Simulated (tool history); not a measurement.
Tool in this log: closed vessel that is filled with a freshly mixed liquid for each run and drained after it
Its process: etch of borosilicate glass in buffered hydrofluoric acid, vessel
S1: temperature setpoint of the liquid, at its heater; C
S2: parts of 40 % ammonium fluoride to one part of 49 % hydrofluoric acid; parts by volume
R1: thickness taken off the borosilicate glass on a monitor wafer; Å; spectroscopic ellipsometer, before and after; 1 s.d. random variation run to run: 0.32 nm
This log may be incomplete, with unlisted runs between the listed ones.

run 1 hour=0.0 | S1=23.0 S2=20 time_in_the_liquid_(s)=105 | R1=698.14
run 2 hour=2.8 | S1=23.0 S2=20 time_in_the_liquid_(s)=115 | R1=767.21
run 3 hour=3.6 | S1=23.0 S2=20 time_in_the_liquid_(s)=115 | R1=763.84
run 4 hour=7.2 | S1=20.0 S2=20 time_in_the_liquid_(s)=115 | R1=646.80
run 5 hour=10.9 | S1=20.5 S2=20 time_in_the_liquid_(s)=115 | R1=668.25
run 6 hour=17.8 | S1=20.5 S2=20 time_in_the_liquid_(s)=115 | R1=662.80
run 7 hour=19.7 | S1=21.0 S2=20 time_in_the_liquid_(s)=115 | R1=679.59

Run 8, settings as shown, results not yet in. Your forecast:
run 8 hour=24.3 | S1=21.5 S2=20 time_in_the_liquid_(s)=115 | R1=?

Run 8 measured R1 702.93 Å.
